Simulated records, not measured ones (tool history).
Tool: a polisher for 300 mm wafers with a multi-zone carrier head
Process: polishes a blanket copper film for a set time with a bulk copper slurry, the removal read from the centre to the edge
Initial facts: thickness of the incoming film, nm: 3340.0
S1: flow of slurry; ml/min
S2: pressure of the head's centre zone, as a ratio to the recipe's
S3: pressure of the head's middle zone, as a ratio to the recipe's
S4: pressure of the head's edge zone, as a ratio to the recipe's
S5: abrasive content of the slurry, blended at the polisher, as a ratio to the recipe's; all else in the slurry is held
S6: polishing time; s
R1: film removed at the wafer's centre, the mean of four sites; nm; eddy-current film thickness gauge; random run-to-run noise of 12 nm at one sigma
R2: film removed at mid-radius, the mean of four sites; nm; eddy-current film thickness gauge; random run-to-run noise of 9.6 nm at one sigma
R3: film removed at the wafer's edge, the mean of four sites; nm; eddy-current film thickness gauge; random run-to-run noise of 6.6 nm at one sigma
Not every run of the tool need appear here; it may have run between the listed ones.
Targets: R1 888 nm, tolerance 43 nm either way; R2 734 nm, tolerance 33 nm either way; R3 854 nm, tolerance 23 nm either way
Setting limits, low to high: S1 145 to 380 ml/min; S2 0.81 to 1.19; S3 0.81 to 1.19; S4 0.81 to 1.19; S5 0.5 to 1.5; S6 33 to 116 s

run 1 day=0 | S1=245 S2=1 S3=1 S4=1 S5=1 S6=74 | R1=997.41 R2=993.97 R3=1023
run 2 day=0.325 | S1=240 S2=1 S3=0.97 S4=0.98 S5=0.9 S6=73 | R1=935.86 R2=937.07 R3=974.26
run 3 day=0.629 | S1=235 S2=1.02 S3=0.94 S4=0.97 S5=0.85 S6=72 | R1=942.92 R2=879.61 R3=932.43
run 4 day=0.929 | S1=235 S2=1.02 S3=1.03 S4=0.97 S5=0.85 S6=72 | R1=959.87 R2=945.56 R3=930.06
run 5 day=1.188 | S1=230 S2=1.03 S3=0.99 S4=0.97 S5=0.8 S6=72 | R1=935.72 R2=924.55 R3=914.55
run 6 day=1.408 | S1=230 S2=1.03 S3=0.99 S4=0.97 S5=1 S6=72 | R1=1004.9 R2=950.21 R3=972.64
run 7 day=1.721 | S1=225 S2=1.04 S3=0.96 S4=0.97 S5=0.95 S6=71 | R1=963.06 R2=908.43 R3=937.03
run 8 day=1.983 | S1=225 S2=1.04 S3=0.96 S4=0.97 S5=0.95 S6=71 | R1=974.49 R2=926.29 R3=938.84
run 9 day=2.317 | S1=250 S2=1.04 S3=0.93 S4=0.96 S5=0.9 S6=71 | R1=955.76 R2=887.81 R3=934.18

Which single option among these 5 for the next run brings every result within its allowed miss of target? Just one does.
run A day=2.65 | S1=280 S2=1.13 S3=0.85 S4=0.88 S5=1 S6=62 | R1=? R2=? R3=?
run B day=2.65 | S1=250 S2=1.04 S3=0.82 S4=1 S5=0.95 S6=58 | R1=? R2=? R3=?
run C day=2.65 | S1=360 S2=1.02 S3=0.81 S4=0.94 S5=0.75 S6=66 | R1=? R2=? R3=?
run D day=2.65 | S1=270 S2=1.02 S3=0.87 S4=1.03 S5=0.6 S6=72 | R1=? R2=? R3=?
run E day=2.65 | S1=250 S2=1.02 S3=0.93 S4=0.92 S5=0.8 S6=68 | R1=? R2=? R3=?

move=A R1=973.21 R2=742.76 R3=796.74
move=B R1=816.46 R2=659.09 R3=775.49
move=C R1=903.17 R2=733.36 R3=838.96
move=D R1=914.06 R2=788.88 R3=894.41
move=E R1=906.34 R2=827.34 R3=842
A: puts the biggest miss on target and leaves a different result outside tolerance
B: moves the result that the last run missed by most past its target, out the other side
C: meets every target
D: closer than the last run, but not yet in spec
E: closer than the last run, but not yet in spec
Correct choice: C, which meets every target

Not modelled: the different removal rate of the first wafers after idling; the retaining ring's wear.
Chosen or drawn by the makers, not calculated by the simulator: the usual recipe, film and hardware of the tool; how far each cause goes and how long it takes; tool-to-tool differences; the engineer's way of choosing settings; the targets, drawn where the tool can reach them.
